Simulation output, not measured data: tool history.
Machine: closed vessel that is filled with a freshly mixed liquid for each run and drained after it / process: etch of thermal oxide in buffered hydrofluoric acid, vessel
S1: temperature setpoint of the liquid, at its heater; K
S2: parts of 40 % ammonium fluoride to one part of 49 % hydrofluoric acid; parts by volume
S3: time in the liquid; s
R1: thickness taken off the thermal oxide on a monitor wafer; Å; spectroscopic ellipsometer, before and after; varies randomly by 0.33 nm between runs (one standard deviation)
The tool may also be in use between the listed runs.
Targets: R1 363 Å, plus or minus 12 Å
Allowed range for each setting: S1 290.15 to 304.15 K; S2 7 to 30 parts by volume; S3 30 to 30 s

run	hour	S1	S2	S3	R1
1	0	296.15	19	30	163.09
2	4.3	298.15	19	30	182.94
3	6.8	299.65	17	30	216.51
4	8	300.65	15.5	30	254.63
5	12.1	300.65	15.5	30	253.81
6	19.4	300.65	15.5	30	253.74
7	24.2	301.65	14.5	30	282.67
8	26.4	304.15	11.5	30	411.52
9	31	303.65	11.5	30	393.39
10	35.6	303.15	11.5	30	390.28
11	41.3	302.65	11.5	30	375.29

Which of these 5 next moves meets every target?
A	47	303.15	11.5	30	?
B	47	300.15	10.5	30	?
C	47	303.15	11	30	?
D	47	303.65	11.5	30	?
E	47	298.65	8.5	30	?

move	R1
A	388.02
B	361.67
C	405.19
D	398.32
E	397.76
A: its largest miss is bigger than the last run's
B: all results land within tolerance of their targets
C: its largest miss is bigger than the last run's
D: its largest miss is bigger than the last run's
E: its largest miss is bigger than the last run's
Move B is the one to make.
